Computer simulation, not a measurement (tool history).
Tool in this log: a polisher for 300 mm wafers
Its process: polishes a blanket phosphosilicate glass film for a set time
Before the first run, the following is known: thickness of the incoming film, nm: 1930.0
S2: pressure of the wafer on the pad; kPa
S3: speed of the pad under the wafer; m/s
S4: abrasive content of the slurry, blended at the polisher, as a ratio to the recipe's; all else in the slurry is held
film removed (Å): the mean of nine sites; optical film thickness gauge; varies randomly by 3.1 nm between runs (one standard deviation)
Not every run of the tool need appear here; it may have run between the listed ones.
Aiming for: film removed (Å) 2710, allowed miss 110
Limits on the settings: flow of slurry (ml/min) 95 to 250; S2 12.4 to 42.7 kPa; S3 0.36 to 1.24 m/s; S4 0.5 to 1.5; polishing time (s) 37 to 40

{"run": 1, "hour": 0.0, "flow of slurry (ml/min)": 160, "S2": 27.6, "S3": 0.8, "S4": 1, "polishing time (s)": 40, "film removed (Å)": 4200.7}
{"run": 2, "hour": 2.0, "flow of slurry (ml/min)": 195, "S2": 27.6, "S3": 0.8, "S4": 1, "polishing time (s)": 40, "film removed (Å)": 4297.5}
{"run": 3, "hour": 6.7, "flow of slurry (ml/min)": 195, "S2": 25.5, "S3": 0.8, "S4": 1, "polishing time (s)": 40, "film removed (Å)": 4051.6}
{"run": 4, "hour": 7.9, "flow of slurry (ml/min)": 195, "S2": 23.4, "S3": 0.8, "S4": 1, "polishing time (s)": 40, "film removed (Å)": 3821.5}
{"run": 5, "hour": 14.0, "flow of slurry (ml/min)": 195, "S2": 19.3, "S3": 0.8, "S4": 1, "polishing time (s)": 40, "film removed (Å)": 3543.5}
{"run": 6, "hour": 15.4, "flow of slurry (ml/min)": 195, "S2": 17.9, "S3": 0.78, "S4": 1, "polishing time (s)": 40, "film removed (Å)": 3287.6}
{"run": 7, "hour": 21.6, "flow of slurry (ml/min)": 195, "S2": 17.2, "S3": 0.78, "S4": 1, "polishing time (s)": 40, "film removed (Å)": 3255.3}
{"run": 8, "hour": 26.3, "flow of slurry (ml/min)": 195, "S2": 16.5, "S3": 0.76, "S4": 1, "polishing time (s)": 40, "film removed (Å)": 3115.2}
{"run": 9, "hour": 32.6, "flow of slurry (ml/min)": 195, "S2": 15.9, "S3": 0.76, "S4": 1, "polishing time (s)": 40, "film removed (Å)": 3010.6}
{"run": 10, "hour": 41.5, "flow of slurry (ml/min)": 195, "S2": 15.2, "S3": 0.76, "S4": 1, "polishing time (s)": 40, "film removed (Å)": 2926.8}

Of the 4 settings listed for the next run, only one would bring every result within its allowed miss of target. Which one?
{"run": "A", "hour": 50.4, "flow of slurry (ml/min)": 185, "S2": 13.1, "S3": 0.96, "S4": 1, "polishing time (s)": 40, "film removed (Å)": "?"}
{"run": "B", "hour": 50.4, "flow of slurry (ml/min)": 200, "S2": 20, "S3": 0.66, "S4": 1.15, "polishing time (s)": 38, "film removed (Å)": "?"}
{"run": "C", "hour": 50.4, "flow of slurry (ml/min)": 240, "S2": 20, "S3": 0.68, "S4": 1.1, "polishing time (s)": 37, "film removed (Å)": "?"}
{"run": "D", "hour": 50.4, "flow of slurry (ml/min)": 240, "S2": 17.9, "S3": 0.58, "S4": 1, "polishing time (s)": 40, "film removed (Å)": "?"}

move=A film_removed_(Å)=3220.2
move=B film_removed_(Å)=3083.3
move=C film_removed_(Å)=3091.4
move=D film_removed_(Å)=2723
A: the biggest miss grows against the last run
B: the biggest miss grows against the last run
C: the biggest miss grows against the last run
D: every result within its allowed miss
Correct choice: D, which meets every target

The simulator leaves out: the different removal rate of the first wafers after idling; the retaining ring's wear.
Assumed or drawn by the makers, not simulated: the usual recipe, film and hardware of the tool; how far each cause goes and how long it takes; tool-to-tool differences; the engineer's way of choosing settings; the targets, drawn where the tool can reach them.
